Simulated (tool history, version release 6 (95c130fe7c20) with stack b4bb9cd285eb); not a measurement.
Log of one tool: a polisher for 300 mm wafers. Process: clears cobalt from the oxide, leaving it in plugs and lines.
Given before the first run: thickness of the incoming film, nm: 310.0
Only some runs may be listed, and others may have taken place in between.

run	hour	flow of slurry (ml/min)	pressure of the wafer on the pad (psi)	speed of the pad under the wafer (cm/s)	overpolish time after the end point (s)	time until the end point was called (s)	dishing of a wide line in a test structure (angstrom)
1	0.0	255	2.2	108	9	39.209	501.64
2	8.4	250	1.9	104	9	46.835	434.63
3	11.9	220	1.9	104	9	47.503	429.44
4	19.4	220	2.2	104	9	41.956	479.10
5	20.2	215	1.9	100	10	49.656	459.70
6	21.3	215	2.1	100	10	43.431	494.22
7	22.5	215	1.8	96	10	52.354	435.68
8	30.6	210	1.6	92	10	61.448	386.86
9	37.2	210	1.5	92	10	66.301	368.54
10	39.4	210	1.4	92	10	70.120	358.28

For run 11, what comes out?
11	40.7	210	1.3	92	10	?	?

{"run 11": {"time until the end point was called (s)": 75.117, "dishing of a wide line in a test structure (angstrom)": 332.49}}

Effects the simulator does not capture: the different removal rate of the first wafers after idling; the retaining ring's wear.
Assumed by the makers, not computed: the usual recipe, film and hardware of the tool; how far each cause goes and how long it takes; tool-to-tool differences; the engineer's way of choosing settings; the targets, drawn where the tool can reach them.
